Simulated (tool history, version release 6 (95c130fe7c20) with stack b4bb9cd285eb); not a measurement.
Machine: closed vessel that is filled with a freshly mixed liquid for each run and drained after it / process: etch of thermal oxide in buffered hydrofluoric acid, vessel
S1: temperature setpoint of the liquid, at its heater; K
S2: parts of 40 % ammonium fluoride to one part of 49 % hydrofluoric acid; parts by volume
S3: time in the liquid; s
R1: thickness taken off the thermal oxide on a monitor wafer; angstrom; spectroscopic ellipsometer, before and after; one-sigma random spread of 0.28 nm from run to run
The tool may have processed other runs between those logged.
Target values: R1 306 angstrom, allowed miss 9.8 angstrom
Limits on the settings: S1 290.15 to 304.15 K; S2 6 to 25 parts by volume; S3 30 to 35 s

run	hour	S1	S2	S3	R1
1	0	296.15	15.5	35	277.4
2	2.7	296.65	15.5	35	291.45
3	11.4	299.65	15.5	35	341.6
4	19	299.15	15.5	35	327.29
# hour 27.9: hydrofluoric acid flow meter replaced
5	27.9	299.15	15.5	30	257.43
6	33.2	300.15	15.5	30	275.88
7	34.1	300.65	15.5	30	279.03
8	35.6	301.15	15.5	30	290.05

Which of these 5 next moves meets every target?
A	37.1	299.15	14	30	?
B	37.1	301.65	13.5	30	?
C	37.1	300.65	16.5	35	?
D	37.1	301.15	16.5	30	?
E	37.1	301.15	20	35	?

move	R1
A	286.16
B	338.95
C	307.95
D	271.09
E	261.75
A: further off than the last run
B: pushes the last run's worst result past its target
C: all results land within tolerance of their targets
D: further off than the last run
E: further off than the last run
C is the move that brings every result within its allowed miss.
